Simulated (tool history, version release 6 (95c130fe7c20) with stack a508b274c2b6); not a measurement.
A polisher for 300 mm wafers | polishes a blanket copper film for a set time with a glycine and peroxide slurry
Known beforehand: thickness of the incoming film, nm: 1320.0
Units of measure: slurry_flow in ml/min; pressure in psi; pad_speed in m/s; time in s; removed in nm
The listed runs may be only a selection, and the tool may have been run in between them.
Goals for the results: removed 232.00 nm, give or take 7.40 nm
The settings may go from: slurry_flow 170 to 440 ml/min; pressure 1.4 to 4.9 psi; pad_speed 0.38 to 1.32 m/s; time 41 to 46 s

| run | day | slurry_flow | pressure | pad_speed | time | removed |
|---|---|---|---|---|---|---|
| 1 | 0.000 | 280 | 3.1 | 0.84 | 46 | 261.77 |
| 2 | 0.354 | 280 | 3.9 | 0.84 | 46 | 320.46 |
| 3 | 0.408 | 280 | 3.9 | 0.74 | 46 | 286.87 |
| 4 | 0.767 | 280 | 3.9 | 0.74 | 41 | 254.35 |
| 5 | 0.804 | 280 | 3.9 | 0.74 | 41 | 255.22 |
| 6 | 1.012 | 280 | 3.9 | 0.92 | 41 | 304.63 |
| 7 | 1.108 | 280 | 3.7 | 0.92 | 41 | 294.14 |
| 8 | 1.283 | 280 | 3.6 | 0.92 | 41 | 285.45 |
| 9 | 1.346 | 280 | 3.6 | 0.92 | 41 | 286.52 |
| 10 | 1.421 | 280 | 3.5 | 0.92 | 41 | 281.74 |
| 11 | 1.775 | 280 | 3.4 | 0.92 | 41 | 273.36 |

Pick the move, out of 5, that brings all results within their allowed miss; only one does.
| A | 2.129 | 250 | 3.6 | 0.88 | 45 | ? |
| B | 2.129 | 260 | 2.9 | 0.90 | 41 | ? |
| C | 2.129 | 270 | 3.2 | 0.88 | 42 | ? |
| D | 2.129 | 285 | 4.0 | 0.90 | 46 | ? |
| E | 2.129 | 325 | 3.2 | 1.08 | 41 | ? |

| move | removed |
|---|---|
| A | 297.42 |
| B | 231.85 |
| C | 253.86 |
| D | 343.98 |
| E | 299.85 |
A: further off than the last run
B: all results in spec
C: nearer than the last run, and not there yet
D: further off than the last run
E: further off than the last run
Move B is the one to make.
